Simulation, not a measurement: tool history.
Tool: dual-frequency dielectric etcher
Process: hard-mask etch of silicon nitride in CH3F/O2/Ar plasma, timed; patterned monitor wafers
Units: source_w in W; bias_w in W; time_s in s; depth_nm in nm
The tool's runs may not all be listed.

run    day  source_w  bias_w  time_s  depth_nm
  1  0.000       420      68   251.0    182.04
  2  0.088       390      68   251.0    177.29
  3  0.425       390      74   251.0    185.00
  4  0.479       390      80   251.0    189.41
  5  0.842       390      74   251.0    184.05
  6  1.133       350      74   251.0    176.32

The next listed run, before its measurement:
  7  1.171       330      73   251.0         ?

Run 7 gave depth_nm 171.03 nm.
